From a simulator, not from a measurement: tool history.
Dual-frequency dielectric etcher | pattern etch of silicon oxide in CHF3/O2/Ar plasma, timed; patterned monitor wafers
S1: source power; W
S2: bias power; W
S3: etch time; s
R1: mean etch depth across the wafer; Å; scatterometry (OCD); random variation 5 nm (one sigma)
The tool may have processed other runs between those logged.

{"run": 1, "hour": 0.0, "S1": 740, "S2": 193, "S3": 614, "R1": 14320}
{"run": 2, "hour": 3.4, "S1": 740, "S2": 208, "S3": 614, "R1": 14659}
{"run": 3, "hour": 7.8, "S1": 740, "S2": 208, "S3": 614, "R1": 14733}
{"run": 4, "hour": 14.9, "S1": 690, "S2": 206, "S3": 614, "R1": 14325}
{"run": 5, "hour": 22.3, "S1": 690, "S2": 172, "S3": 614, "R1": 13576}
{"run": 6, "hour": 30.3, "S1": 810, "S2": 172, "S3": 614, "R1": 14341}
{"run": 7, "hour": 31.8, "S1": 760, "S2": 170, "S3": 614, "R1": 14046}
{"run": 8, "hour": 37.0, "S1": 720, "S2": 168, "S3": 614, "R1": 13666}
{"run": 9, "hour": 39.4, "S1": 700, "S2": 167, "S3": 614, "R1": 13538}
{"run": 10, "hour": 41.1, "S1": 680, "S2": 166, "S3": 614, "R1": 13332}

The next listed run, before its measurement:
{"run": 11, "hour": 43.0, "S1": 670, "S2": 166, "S3": 614, "R1": "?"}

Run 11 produced R1 13251 Å.
